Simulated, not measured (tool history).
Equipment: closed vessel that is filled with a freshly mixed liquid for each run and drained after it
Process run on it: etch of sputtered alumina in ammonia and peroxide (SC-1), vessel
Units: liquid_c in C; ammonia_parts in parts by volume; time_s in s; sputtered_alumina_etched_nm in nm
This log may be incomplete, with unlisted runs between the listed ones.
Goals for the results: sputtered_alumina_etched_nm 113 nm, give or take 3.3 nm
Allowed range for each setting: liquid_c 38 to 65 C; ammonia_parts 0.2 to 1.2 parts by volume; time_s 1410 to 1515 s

run	hour	liquid_c	ammonia_parts	time_s	sputtered_alumina_etched_nm
1	0	49	0.75	1410	71.988
2	1.6	46.5	0.75	1410	62.404
3	6.3	46.5	0.75	1410	62.643
4	11.9	46.5	0.85	1410	62.952
5	13.6	46.5	1	1410	64.758
6	21.8	49.5	1	1410	75.632
7	22.5	52	1	1410	87.819
8	27.5	53.5	1	1410	94.036
9	33.2	54.5	1	1410	99.752
10	36.1	55	1	1410	102.14
11	41.1	55.5	1	1410	105.69
12	47.2	56	1	1410	108.43

Which one of the following 4 next-run settings gets every result inside its allowed miss? There is exactly one.
A	53.3	54	0.95	1490	?
B	53.3	56	0.75	1410	?
C	53.3	55.5	0.95	1515	?
D	53.3	55	1.2	1410	?

move	sputtered_alumina_etched_nm
A	102.73
B	105.71
C	113.12
D	104.82
A: further off than the last run
B: further off than the last run
C: hits every target within its allowed miss
D: further off than the last run
The move that meets every target is C.
